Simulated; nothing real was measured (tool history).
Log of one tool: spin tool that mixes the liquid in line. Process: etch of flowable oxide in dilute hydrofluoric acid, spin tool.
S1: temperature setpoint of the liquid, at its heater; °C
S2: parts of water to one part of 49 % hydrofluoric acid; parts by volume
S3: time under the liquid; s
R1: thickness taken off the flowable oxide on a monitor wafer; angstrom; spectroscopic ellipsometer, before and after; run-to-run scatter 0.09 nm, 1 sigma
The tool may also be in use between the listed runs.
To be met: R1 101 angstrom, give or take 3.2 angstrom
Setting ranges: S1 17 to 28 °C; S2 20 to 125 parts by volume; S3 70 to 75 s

{"run": 1, "hour": 0.0, "S1": 20, "S2": 70, "S3": 70, "R1": 187.45}
{"run": 2, "hour": 5.4, "S1": 19.5, "S2": 75, "S3": 70, "R1": 171.2}
{"run": 3, "hour": 13.3, "S1": 19, "S2": 80, "S3": 70, "R1": 155.73}
{"run": 4, "hour": 19.4, "S1": 21, "S2": 80, "S3": 70, "R1": 170.85}
{"run": 5, "hour": 21.3, "S1": 20.5, "S2": 85, "S3": 70, "R1": 153.28}
{"run": 6, "hour": 27.2, "S1": 20.5, "S2": 85, "S3": 75, "R1": 164.31}
{"run": 7, "hour": 32.8, "S1": 20, "S2": 90, "S3": 75, "R1": 151.66}
{"run": 8, "hour": 37.0, "S1": 19.5, "S2": 95, "S3": 75, "R1": 138.38}
{"run": 9, "hour": 43.9, "S1": 19, "S2": 95, "S3": 75, "R1": 136.9}
{"run": 10, "hour": 51.8, "S1": 19, "S2": 95, "S3": 75, "R1": 137.24}
{"run": 11, "hour": 56.7, "S1": 18.5, "S2": 95, "S3": 75, "R1": 136.09}
{"run": 12, "hour": 62.7, "S1": 18.5, "S2": 100, "S3": 75, "R1": 127.01}
{"run": 13, "hour": 70.3, "S1": 18, "S2": 110, "S3": 75, "R1": 113.74}
{"run": 14, "hour": 71.6, "S1": 17.5, "S2": 115, "S3": 75, "R1": 105.47}

Next run, 5 choices. One meets every target within its allowed miss, the rest don't. Which?
{"run": "A", "hour": 72.9, "S1": 21, "S2": 115, "S3": 70, "R1": "?"}
{"run": "B", "hour": 72.9, "S1": 18, "S2": 105, "S3": 70, "R1": "?"}
{"run": "C", "hour": 72.9, "S1": 17.5, "S2": 110, "S3": 75, "R1": "?"}
{"run": "D", "hour": 72.9, "S1": 17, "S2": 100, "S3": 70, "R1": "?"}
{"run": "E", "hour": 72.9, "S1": 17, "S2": 110, "S3": 70, "R1": "?"}

move=A R1=114.1
move=B R1=111.72
move=C R1=111.31
move=D R1=113.08
move=E R1=101.74
A: misses by more than the last run did
B: misses by more than the last run did
C: misses by more than the last run did
D: misses by more than the last run did
E: all results in spec
Correct choice: E, which meets every target

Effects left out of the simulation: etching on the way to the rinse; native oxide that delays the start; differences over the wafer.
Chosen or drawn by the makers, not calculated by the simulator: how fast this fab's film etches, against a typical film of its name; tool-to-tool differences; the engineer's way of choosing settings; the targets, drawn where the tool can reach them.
